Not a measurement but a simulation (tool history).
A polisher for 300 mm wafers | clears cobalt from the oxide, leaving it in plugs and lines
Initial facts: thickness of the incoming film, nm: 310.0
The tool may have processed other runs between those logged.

| run | hour | flow of slurry (ml/min) | pressure of the wafer on the pad (kPa) | speed of the pad under the wafer (cm/s) | overpolish time after the end point (s) | time until the end point was called (s) | dishing of a wide line in a test structure (nm) |
|---|---|---|---|---|---|---|---|
| 1 | 0 | 265 | 17.2 | 128 | 8 | 43.391 | 25.011 |
| 2 | 5.2 | 265 | 17.2 | 146 | 8 | 38.528 | 24.969 |
| 3 | 7 | 265 | 15.9 | 142 | 8 | 42.905 | 23.447 |
| 4 | 9.5 | 265 | 14.5 | 140 | 8 | 46.78 | 22.249 |
| 5 | 13.1 | 265 | 16.5 | 140 | 8 | 42.032 | 25.374 |
| 6 | 18.6 | 265 | 16.5 | 170 | 8 | 34.852 | 24.837 |
| 7 | 25.1 | 260 | 15.2 | 162 | 8 | 39.631 | 24.436 |
|  | 33.2 | slurry nozzle cleaned |
| 8 | 33.2 | 255 | 10.3 | 126 | 4 | 70.335 | 12.152 |

For run 9, what comes out?
| 9 | 38.5 | 255 | 10.3 | 124 | 5 | ? | ? |

{"run 9": {"time until the end point was called (s)": 70.201, "dishing of a wide line in a test structure (nm)": 14.543}}

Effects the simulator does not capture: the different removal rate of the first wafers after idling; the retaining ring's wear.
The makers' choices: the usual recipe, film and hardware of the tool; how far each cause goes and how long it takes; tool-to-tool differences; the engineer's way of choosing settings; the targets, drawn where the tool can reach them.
